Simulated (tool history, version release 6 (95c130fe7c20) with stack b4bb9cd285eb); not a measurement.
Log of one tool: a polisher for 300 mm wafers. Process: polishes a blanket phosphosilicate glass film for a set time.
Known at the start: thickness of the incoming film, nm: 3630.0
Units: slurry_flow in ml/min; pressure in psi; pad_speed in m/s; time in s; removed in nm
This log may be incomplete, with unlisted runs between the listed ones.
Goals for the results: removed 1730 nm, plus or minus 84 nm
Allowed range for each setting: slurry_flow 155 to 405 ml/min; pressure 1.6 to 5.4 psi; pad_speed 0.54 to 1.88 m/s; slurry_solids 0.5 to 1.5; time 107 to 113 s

run,day,slurry_flow,pressure,pad_speed,slurry_solids,time,removed
1,0,260,3.5,1.2,1,107,1054.3
2,0.312,260,3.9,1.22,1,107,1118.5
3,0.417,295,3.9,1.22,1,107,1142.3
4,0.775,295,4.4,1.22,1,107,1231.9
5,1.017,295,3.8,1.22,1,107,1139.2
6,1.338,295,4.1,1.28,1,107,1194.6
7,1.654,295,4.3,1.36,1,107,1337.8
8,1.692,295,4.5,1.4,1,107,1397.5
9,1.988,295,4.7,1.42,1,107,1498.7
10,2.25,295,4.8,1.44,1,107,1481.3
11,2.438,295,4.9,1.46,1,107,1532.7
12,2.608,295,5,1.48,1,107,1539.1
13,2.9,295,5.1,1.5,1,107,1586.3
14,3.238,295,5.1,1.5,1,107,1622.9
15,3.617,295,5.2,1.5,1,107,1611.9
16,3.683,295,5.2,1.52,1,107,1631.6

4 candidate next runs follow, results not yet known. Just one meets every target within its allowed miss. Identify it.
A,3.75,200,5.3,1.54,1.25,113,?
B,3.75,225,5.4,1.88,1.1,107,?
C,3.75,300,5.2,1.48,1,113,?
D,3.75,340,5.3,1.7,1.3,107,?

move,removed
A,1893.7
B,2052.5
C,1716.8
D,2042.3
A: carries the result that was furthest off beyond its target, to the other side
B: carries the result that was furthest off beyond its target, to the other side
C: hits every target within its allowed miss
D: carries the result that was furthest off beyond its target, to the other side
C meets every target.

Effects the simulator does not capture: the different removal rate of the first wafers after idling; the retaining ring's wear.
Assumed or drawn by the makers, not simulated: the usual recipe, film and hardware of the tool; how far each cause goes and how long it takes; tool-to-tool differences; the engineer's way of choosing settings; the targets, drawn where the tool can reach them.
